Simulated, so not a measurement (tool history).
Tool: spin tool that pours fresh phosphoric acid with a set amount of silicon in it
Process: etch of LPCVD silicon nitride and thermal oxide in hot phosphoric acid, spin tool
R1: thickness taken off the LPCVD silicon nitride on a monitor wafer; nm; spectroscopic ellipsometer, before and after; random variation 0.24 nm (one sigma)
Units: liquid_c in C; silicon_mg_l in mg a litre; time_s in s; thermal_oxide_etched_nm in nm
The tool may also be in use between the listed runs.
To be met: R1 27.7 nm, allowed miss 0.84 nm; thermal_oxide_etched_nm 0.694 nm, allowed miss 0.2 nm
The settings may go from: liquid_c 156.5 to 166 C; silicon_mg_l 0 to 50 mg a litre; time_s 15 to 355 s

Run 1, hour 0: liquid_c 161 C, silicon_mg_l 26.5 mg a litre, time_s 180 s. Result: R1 16.628 nm, thermal_oxide_etched_nm 0.24966 nm.
Run 2, hour 8.7: liquid_c 161 C, silicon_mg_l 38 mg a litre, time_s 180 s. Result: R1 17.169 nm, thermal_oxide_etched_nm 0.17034 nm.
Run 3, hour 13.9: liquid_c 161 C, silicon_mg_l 38 mg a litre, time_s 235 s. Result: R1 22.392 nm, thermal_oxide_etched_nm 0.20167 nm.
Run 4, hour 19.4: liquid_c 160 C, silicon_mg_l 38 mg a litre, time_s 235 s. Result: R1 21.41 nm, thermal_oxide_etched_nm 0.18424 nm.
Run 5, hour 22: liquid_c 161 C, silicon_mg_l 33.5 mg a litre, time_s 235 s. Result: R1 21.981 nm, thermal_oxide_etched_nm 0.2912 nm.
Run 6, hour 29.7: liquid_c 162 C, silicon_mg_l 33.5 mg a litre, time_s 240 s. Result: R1 23.331 nm, thermal_oxide_etched_nm 0.27308 nm.
Run 7, hour 32.3: liquid_c 162.5 C, silicon_mg_l 30 mg a litre, time_s 245 s. Result: R1 24.715 nm, thermal_oxide_etched_nm 0.38274 nm.
Run 8, hour 38.6: liquid_c 163 C, silicon_mg_l 28.5 mg a litre, time_s 245 s. Result: R1 24.923 nm, thermal_oxide_etched_nm 0.42239 nm.
Run 9, hour 40.3: liquid_c 163.5 C, silicon_mg_l 27.5 mg a litre, time_s 245 s. Result: R1 25.2 nm, thermal_oxide_etched_nm 0.41868 nm.
Run 10, hour 47.9: liquid_c 164 C, silicon_mg_l 25.5 mg a litre, time_s 245 s. Result: R1 25.244 nm, thermal_oxide_etched_nm 0.44817 nm.

5 next moves are on the table. One of them brings every result within its allowed miss. Which?
Run A, hour 55.5: liquid_c 159.5 C, silicon_mg_l 30 mg a litre, time_s 340 s. Result: R1 ?, thermal_oxide_etched_nm ?.
Run B, hour 55.5: liquid_c 165 C, silicon_mg_l 17.5 mg a litre, time_s 255 s. Result: R1 ?, thermal_oxide_etched_nm ?.
Run C, hour 55.5: liquid_c 164 C, silicon_mg_l 18.5 mg a litre, time_s 290 s. Result: R1 ?, thermal_oxide_etched_nm ?.
Run D, hour 55.5: liquid_c 161 C, silicon_mg_l 33 mg a litre, time_s 290 s. Result: R1 ?, thermal_oxide_etched_nm ?.
Run E, hour 55.5: liquid_c 164.5 C, silicon_mg_l 35 mg a litre, time_s 280 s. Result: R1 ?, thermal_oxide_etched_nm ?.

move      R1  thermal_oxide_etched_nm
   A  30.473                  0.40384
   B  27.439                  0.68005
   C  30.196                  0.70006
   D  27.333                  0.33871
   E  29.638                  0.38407
A: takes the result that was furthest off past its target
B: meets every target
C: takes the result that was furthest off past its target
D: brings the result that was furthest off to its target, and leaves another outside
E: takes the result that was furthest off past its target
The right move is B.

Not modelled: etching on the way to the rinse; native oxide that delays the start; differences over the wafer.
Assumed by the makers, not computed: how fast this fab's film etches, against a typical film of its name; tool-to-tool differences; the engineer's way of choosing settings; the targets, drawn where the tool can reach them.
